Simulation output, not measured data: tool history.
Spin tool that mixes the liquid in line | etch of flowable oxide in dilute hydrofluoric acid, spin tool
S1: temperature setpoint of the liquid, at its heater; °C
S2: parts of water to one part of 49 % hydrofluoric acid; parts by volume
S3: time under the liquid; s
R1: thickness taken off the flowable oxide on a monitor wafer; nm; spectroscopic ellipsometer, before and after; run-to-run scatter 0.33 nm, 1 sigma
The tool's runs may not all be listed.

Run 1, hour 0: S1 23 °C, S2 90 parts by volume, S3 180 s. Result: R1 85.318 nm.
Run 2, hour 8.6: S1 25.5 °C, S2 90 parts by volume, S3 180 s. Result: R1 95.321 nm.
Run 3, hour 11.1: S1 24 °C, S2 90 parts by volume, S3 180 s. Result: R1 89.277 nm.
Run 4, hour 19.7: S1 23 °C, S2 90 parts by volume, S3 180 s. Result: R1 86.091 nm.
Run 5, hour 21: S1 26.5 °C, S2 90 parts by volume, S3 180 s. Result: R1 98.498 nm.
Run 6, hour 26: S1 25 °C, S2 90 parts by volume, S3 180 s. Result: R1 92.7 nm.
Run 7, hour 29.3: S1 23.5 °C, S2 90 parts by volume, S3 180 s. Result: R1 86.985 nm.
Run 8, hour 34.4: S1 22.5 °C, S2 90 parts by volume, S3 180 s. Result: R1 84.273 nm.
Run 9, hour 36.9: S1 22 °C, S2 90 parts by volume, S3 180 s. Result: R1 82.302 nm.
Run 10, hour 42.9: S1 21.5 °C, S2 90 parts by volume, S3 180 s. Result: R1 79.909 nm.

Expected results for the next run?
Run 11, hour 46.8: S1 21 °C, S2 90 parts by volume, S3 180 s. Result: R1 ?.

{"run 11": {"R1": 79.221}}

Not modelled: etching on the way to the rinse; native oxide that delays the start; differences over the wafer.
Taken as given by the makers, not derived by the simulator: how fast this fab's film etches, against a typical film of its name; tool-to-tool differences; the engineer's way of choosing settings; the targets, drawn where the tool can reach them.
